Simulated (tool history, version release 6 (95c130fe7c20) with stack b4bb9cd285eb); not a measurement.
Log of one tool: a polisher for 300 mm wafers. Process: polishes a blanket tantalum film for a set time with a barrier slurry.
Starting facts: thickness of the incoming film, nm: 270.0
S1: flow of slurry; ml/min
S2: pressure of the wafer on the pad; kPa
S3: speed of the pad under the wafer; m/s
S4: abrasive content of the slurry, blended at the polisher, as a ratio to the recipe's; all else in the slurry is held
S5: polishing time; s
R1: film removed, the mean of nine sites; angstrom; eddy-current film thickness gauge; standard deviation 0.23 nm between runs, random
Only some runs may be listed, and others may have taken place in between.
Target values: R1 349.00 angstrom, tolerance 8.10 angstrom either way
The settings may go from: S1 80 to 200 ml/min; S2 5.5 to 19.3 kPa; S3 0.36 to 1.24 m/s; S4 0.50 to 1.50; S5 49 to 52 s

Run 1, hour 0.0: S1 130 ml/min, S2 12.4 kPa, S3 0.80 m/s, S4 1.00, S5 49 s. Result: R1 556.69 angstrom.
Run 2, hour 3.7: S1 120 ml/min, S2 11.0 kPa, S3 0.80 m/s, S4 1.00, S5 49 s. Result: R1 488.06 angstrom.
Run 3, hour 12.2: S1 120 ml/min, S2 11.0 kPa, S3 0.80 m/s, S4 1.00, S5 52 s. Result: R1 516.76 angstrom.
Run 4, hour 19.6: S1 120 ml/min, S2 11.0 kPa, S3 0.80 m/s, S4 1.00, S5 52 s. Result: R1 518.11 angstrom.
Run 5, hour 26.7: S1 120 ml/min, S2 9.0 kPa, S3 0.80 m/s, S4 1.00, S5 52 s. Result: R1 422.17 angstrom.
Run 6, hour 30.6: S1 120 ml/min, S2 9.0 kPa, S3 0.80 m/s, S4 1.00, S5 52 s. Result: R1 428.10 angstrom.
Run 7, hour 32.1: S1 110 ml/min, S2 8.3 kPa, S3 0.80 m/s, S4 1.00, S5 52 s. Result: R1 389.86 angstrom.
Run 8, hour 38.3: S1 105 ml/min, S2 8.3 kPa, S3 0.80 m/s, S4 1.00, S5 52 s. Result: R1 381.56 angstrom.
Run 9, hour 46.0: S1 80 ml/min, S2 7.6 kPa, S3 0.80 m/s, S4 1.00, S5 52 s. Result: R1 324.56 angstrom.
Run 10, hour 51.3: S1 85 ml/min, S2 7.6 kPa, S3 0.80 m/s, S4 1.00, S5 52 s. Result: R1 335.38 angstrom.
Run 11, hour 54.1: S1 90 ml/min, S2 7.6 kPa, S3 0.80 m/s, S4 1.00, S5 52 s. Result: R1 338.95 angstrom.

Consider the 5 candidate settings below. Which is the only one whose results all fall within their allowed miss of target?
Run A, hour 56.9: S1 100 ml/min, S2 8.3 kPa, S3 0.72 m/s, S4 0.95, S5 51 s. Result: R1 ?.
Run B, hour 56.9: S1 100 ml/min, S2 6.9 kPa, S3 0.88 m/s, S4 1.05, S5 52 s. Result: R1 ?.
Run C, hour 56.9: S1 85 ml/min, S2 8.3 kPa, S3 0.80 m/s, S4 1.10, S5 52 s. Result: R1 ?.
Run D, hour 56.9: S1 100 ml/min, S2 7.6 kPa, S3 0.76 m/s, S4 1.00, S5 52 s. Result: R1 ?.
Run E, hour 56.9: S1 85 ml/min, S2 8.3 kPa, S3 0.80 m/s, S4 1.05, S5 52 s. Result: R1 ?.

move      R1
   A  336.14
   B  355.29
   C  375.16
   D  335.92
   E  370.67
A: lands further from the targets than the last run did
B: every result within its allowed miss
C: pushes the last run's worst result past its target
D: lands further from the targets than the last run did
E: pushes the last run's worst result past its target
The right move is B.

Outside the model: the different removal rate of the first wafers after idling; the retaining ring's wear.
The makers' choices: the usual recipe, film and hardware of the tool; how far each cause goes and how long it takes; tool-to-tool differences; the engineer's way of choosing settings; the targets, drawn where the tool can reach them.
